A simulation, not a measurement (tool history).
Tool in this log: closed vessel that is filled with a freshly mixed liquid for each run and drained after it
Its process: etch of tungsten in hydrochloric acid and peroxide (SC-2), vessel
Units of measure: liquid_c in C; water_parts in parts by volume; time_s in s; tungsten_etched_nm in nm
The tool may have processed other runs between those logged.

{"run": 1, "hour": 0.0, "liquid_c": 63, "water_parts": 7, "time_s": 95, "tungsten_etched_nm": 67.451}
{"run": 2, "hour": 2.2, "liquid_c": 66, "water_parts": 6.5, "time_s": 95, "tungsten_etched_nm": 84.903}
{"run": 3, "hour": 3.5, "liquid_c": 66, "water_parts": 9, "time_s": 95, "tungsten_etched_nm": 66.376}
{"run": 4, "hour": 7.7, "liquid_c": 72, "water_parts": 9, "time_s": 95, "tungsten_etched_nm": 95.227}
{"run": 5, "hour": 15.7, "liquid_c": 72, "water_parts": 11.5, "time_s": 95, "tungsten_etched_nm": 77.617}
{"run": 6, "hour": 18.7, "liquid_c": 72, "water_parts": 9, "time_s": 95, "tungsten_etched_nm": 94.666}
{"run": 7, "hour": 27.4, "liquid_c": 72, "water_parts": 7.5, "time_s": 95, "tungsten_etched_nm": 109.52}
{"run": 8, "hour": 29.3, "liquid_c": 72, "water_parts": 4.5, "time_s": 95, "tungsten_etched_nm": 162.42}

Estimate the outcome of run 9 from the log above:
{"run": 9, "hour": 31.3, "liquid_c": 71, "water_parts": 4.5, "time_s": 95, "tungsten_etched_nm": "?"}

tungsten_etched_nm: 151.6 nm
